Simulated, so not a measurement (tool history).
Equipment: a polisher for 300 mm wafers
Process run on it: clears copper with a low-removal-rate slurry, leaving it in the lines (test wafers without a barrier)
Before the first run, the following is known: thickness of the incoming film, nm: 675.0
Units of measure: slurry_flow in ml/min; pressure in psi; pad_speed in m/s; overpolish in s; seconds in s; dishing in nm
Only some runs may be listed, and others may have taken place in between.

run 1 day=0 | slurry_flow=315 pressure=2.8 pad_speed=1.42 slurry_solids=1 overpolish=23 | seconds=151.07 dishing=51.312
run 2 day=0.242 | slurry_flow=315 pressure=2.7 pad_speed=1.46 slurry_solids=1 overpolish=18 | seconds=149.34 dishing=42.051
run 3 day=0.467 | slurry_flow=375 pressure=2.7 pad_speed=1.46 slurry_solids=1 overpolish=18 | seconds=146.42 dishing=43.996
run 4 day=0.833 | slurry_flow=325 pressure=2.6 pad_speed=1.48 slurry_solids=1 overpolish=14 | seconds=153.34 dishing=35.999
run 5 day=0.946 | slurry_flow=325 pressure=2.6 pad_speed=1.48 slurry_solids=1.15 overpolish=14 | seconds=147.46 dishing=38.639
run 6 day=1.133 | slurry_flow=325 pressure=2.6 pad_speed=1.72 slurry_solids=1.15 overpolish=14 | seconds=128.9 dishing=42.041
run 7 day=1.308 | slurry_flow=315 pressure=2.5 pad_speed=1.72 slurry_solids=1.05 overpolish=12 | seconds=134.01 dishing=35.25
run 8 day=1.392 | slurry_flow=310 pressure=2.4 pad_speed=1.72 slurry_solids=1.05 overpolish=11 | seconds=142.49 dishing=31.909
run 9 day=1.583 | slurry_flow=300 pressure=2.3 pad_speed=1.72 slurry_solids=1.05 overpolish=11 | seconds=150.92 dishing=30.46
run 10 day=1.708 | slurry_flow=300 pressure=2.3 pad_speed=1.72 slurry_solids=1.05 overpolish=11 | seconds=149.31 dishing=30.711
run 11 day=1.838 | slurry_flow=290 pressure=2.3 pad_speed=1.72 slurry_solids=1.05 overpolish=10 | seconds=148.88 dishing=28.912

Run 12 is up next; what results do you expect?
run 12 day=2.121 | slurry_flow=280 pressure=2.3 pad_speed=1.72 slurry_solids=1.05 overpolish=10 | seconds=? dishing=?

Run 12 yielded seconds 149.76 s, dishing 28.525 nm.
